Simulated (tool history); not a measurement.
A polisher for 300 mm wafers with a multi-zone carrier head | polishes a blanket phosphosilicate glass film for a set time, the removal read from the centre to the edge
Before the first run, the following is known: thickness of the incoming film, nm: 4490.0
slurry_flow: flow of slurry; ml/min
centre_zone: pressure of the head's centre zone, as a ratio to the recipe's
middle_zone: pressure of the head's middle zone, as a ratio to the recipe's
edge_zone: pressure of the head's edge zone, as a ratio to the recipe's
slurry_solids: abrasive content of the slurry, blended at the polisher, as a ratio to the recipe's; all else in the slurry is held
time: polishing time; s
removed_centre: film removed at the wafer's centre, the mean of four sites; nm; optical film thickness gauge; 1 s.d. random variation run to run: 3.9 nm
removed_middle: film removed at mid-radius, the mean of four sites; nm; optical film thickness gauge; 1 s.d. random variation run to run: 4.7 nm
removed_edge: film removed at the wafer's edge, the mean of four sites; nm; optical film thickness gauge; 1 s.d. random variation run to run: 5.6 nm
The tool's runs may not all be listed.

run,hour,slurry_flow,centre_zone,middle_zone,edge_zone,slurry_solids,time,removed_centre,removed_middle,removed_edge
1,0.0,300,1.00,1.00,1.00,1.00,40,298.60,300.48,296.91
2,6.0,300,1.00,1.00,1.00,0.90,40,282.70,284.48,277.60
3,10.2,260,1.00,1.00,1.00,0.90,40,271.96,282.00,282.00
4,13.3,260,1.07,1.00,1.00,0.90,40,290.99,277.48,275.65
5,22.1,260,1.11,1.00,1.00,0.90,40,306.39,280.47,279.20
6,25.8,260,1.17,1.00,1.00,0.90,40,318.71,279.18,274.74
7,30.4,255,1.15,1.02,1.01,0.95,40,326.91,291.47,288.68
8,38.1,255,1.15,1.02,1.01,0.95,40,318.70,284.10,291.77
9,43.7,265,1.13,1.04,1.00,1.00,40,325.63,302.61,299.01
10,50.5,280,1.03,1.14,1.10,1.25,41,340.75,377.05,347.94
11,57.3,280,1.02,1.14,1.11,1.25,41,345.04,374.81,350.03
12,59.3,285,0.92,1.19,1.18,1.40,41,321.53,412.90,390.28
13,66.3,285,0.93,1.19,1.18,1.40,41,316.81,407.44,375.65

What does the tool deliver on the next run?
14,70.8,285,0.94,1.19,1.18,1.40,41,?,?,?

removed_centre: 324.13 nm
removed_middle: 410.75 nm
removed_edge: 385.75 nm

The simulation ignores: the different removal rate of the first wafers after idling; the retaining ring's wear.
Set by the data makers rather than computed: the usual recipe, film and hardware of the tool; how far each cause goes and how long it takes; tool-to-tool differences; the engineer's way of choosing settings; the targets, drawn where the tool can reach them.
